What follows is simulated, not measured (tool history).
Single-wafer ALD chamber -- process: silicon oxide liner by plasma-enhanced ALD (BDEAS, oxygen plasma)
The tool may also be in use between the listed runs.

| run | hour | heater temperature setpoint (deg C) | number of ALD cycles (cycles) | mean film thickness on the monitor wafer (nm) |
|---|---|---|---|---|
| 1 | 0 | 310 | 58 | 5.424 |
| 2 | 7.5 | 308 | 60 | 5.632 |
| 3 | 11.3 | 308 | 53 | 4.9595 |
| 4 | 20.1 | 307 | 56 | 5.2539 |
| 5 | 26.8 | 307 | 48 | 4.4857 |
| 6 | 28 | 305 | 53 | 4.9973 |
| 7 | 31.7 | 301 | 56 | 5.275 |

Expected results for the next run?
| 8 | 33.6 | 301 | 59 | ? |

{"run 8": {"mean film thickness on the monitor wafer (nm)": 5.5802}}

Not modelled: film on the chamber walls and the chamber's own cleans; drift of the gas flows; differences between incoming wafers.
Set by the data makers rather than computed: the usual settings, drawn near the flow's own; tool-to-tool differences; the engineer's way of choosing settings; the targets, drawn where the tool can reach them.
